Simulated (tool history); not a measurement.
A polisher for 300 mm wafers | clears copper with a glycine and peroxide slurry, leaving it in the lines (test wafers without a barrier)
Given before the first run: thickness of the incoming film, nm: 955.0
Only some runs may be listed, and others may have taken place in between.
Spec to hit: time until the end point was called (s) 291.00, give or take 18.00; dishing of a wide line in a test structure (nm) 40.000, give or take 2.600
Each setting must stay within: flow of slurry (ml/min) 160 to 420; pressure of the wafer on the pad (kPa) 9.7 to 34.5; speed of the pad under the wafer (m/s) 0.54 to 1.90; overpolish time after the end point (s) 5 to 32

| run | hour | flow of slurry (ml/min) | pressure of the wafer on the pad (kPa) | speed of the pad under the wafer (m/s) | overpolish time after the end point (s) | time until the end point was called (s) | dishing of a wide line in a test structure (nm) |
|---|---|---|---|---|---|---|---|
| 1 | 0.0 | 270 | 22.1 | 1.22 | 16 | 132.83 | 73.243 |
| 2 | 5.9 | 270 | 19.3 | 1.12 | 16 | 156.35 | 61.995 |
| 3 | 12.4 | 270 | 19.3 | 0.88 | 16 | 180.69 | 57.931 |
| 4 | 13.3 | 270 | 19.3 | 1.10 | 16 | 154.38 | 62.635 |
| 5 | 14.0 | 270 | 21.4 | 1.10 | 16 | 144.47 | 67.294 |
| 6 | 19.1 | 265 | 18.6 | 1.02 | 16 | 166.06 | 60.280 |
| 7 | 21.4 | 265 | 16.5 | 0.92 | 16 | 194.90 | 52.938 |
| 8 | 29.2 | 265 | 15.2 | 0.86 | 16 | 211.34 | 46.961 |
| 9 | 32.3 | 265 | 13.8 | 0.82 | 17 | 237.75 | 46.938 |
| 10 | 33.6 | 265 | 13.1 | 0.80 | 17 | 256.21 | 42.742 |
| 11 | 39.3 | 265 | 12.4 | 0.80 | 17 | 265.80 | 41.760 |

Pick the move, out of 5, that brings all results within their allowed miss; only one does.
| A | 45.0 | 285 | 10.3 | 0.66 | 23 | ? | ? |
| B | 45.0 | 255 | 15.2 | 0.84 | 16 | ? | ? |
| C | 45.0 | 220 | 15.9 | 0.66 | 18 | ? | ? |
| D | 45.0 | 160 | 11.0 | 0.86 | 18 | ? | ? |
| E | 45.0 | 260 | 11.7 | 0.80 | 21 | ? | ? |

| move | time until the end point was called (s) | dishing of a wide line in a test structure (nm) |
|---|---|---|
| A | 325.42 | 45.216 |
| B | 223.62 | 46.087 |
| C | 245.09 | 47.401 |
| D | 295.48 | 39.565 |
| E | 277.34 | 47.996 |
A: the result that was furthest off in the last run now lies on the other side of its target
B: its largest miss is bigger than the last run's
C: its largest miss is bigger than the last run's
D: all results in spec
E: meets the target for the result that was furthest off, but another lies outside its allowed miss
Correct choice: D, which meets every target

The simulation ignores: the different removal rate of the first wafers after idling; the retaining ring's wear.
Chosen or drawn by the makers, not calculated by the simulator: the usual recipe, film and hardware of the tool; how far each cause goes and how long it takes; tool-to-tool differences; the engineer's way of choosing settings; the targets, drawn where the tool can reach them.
